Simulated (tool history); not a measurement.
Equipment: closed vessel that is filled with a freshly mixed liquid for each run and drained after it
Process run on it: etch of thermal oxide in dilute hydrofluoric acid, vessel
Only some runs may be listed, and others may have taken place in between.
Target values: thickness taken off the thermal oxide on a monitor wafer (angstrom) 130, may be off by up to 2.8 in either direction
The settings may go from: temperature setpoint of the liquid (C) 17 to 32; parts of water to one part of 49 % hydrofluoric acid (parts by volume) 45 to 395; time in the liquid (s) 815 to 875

run,day,temperature setpoint of the liquid (C),parts of water to one part of 49 % hydrofluoric acid (parts by volume),time in the liquid (s),thickness taken off the thermal oxide on a monitor wafer (angstrom)
1,0,24,220,815,157.5
2,0.358,23.5,220,815,154.05
3,0.679,23,220,815,151.42
4,0.921,23,180,815,195.59
5,1.092,23,180,875,208.63
6,1.308,23,180,875,208.42
7,1.579,22.5,185,875,199.57
8,1.729,22,190,875,188.03
9,2,21.5,195,875,178.8
10,2.25,21,195,875,174.97
11,2.438,17,230,875,124.4

Which single option among these 5 for the next run brings every result within its allowed miss of target? Just one does.
A,2.625,18.5,230,830,?
B,2.625,18,230,815,?
C,2.625,22.5,260,825,?
D,2.625,17,205,840,?
E,2.625,17,220,875,?

move,thickness taken off the thermal oxide on a monitor wafer (angstrom)
A,124.66
B,120.07
C,123.74
D,136.56
E,130.77
A: neither nearer nor further off than the last run
B: its largest miss is bigger than the last run's
C: its largest miss is bigger than the last run's
D: moves the result that the last run missed by most past its target, out the other side
E: every result within its allowed miss
Answer: E
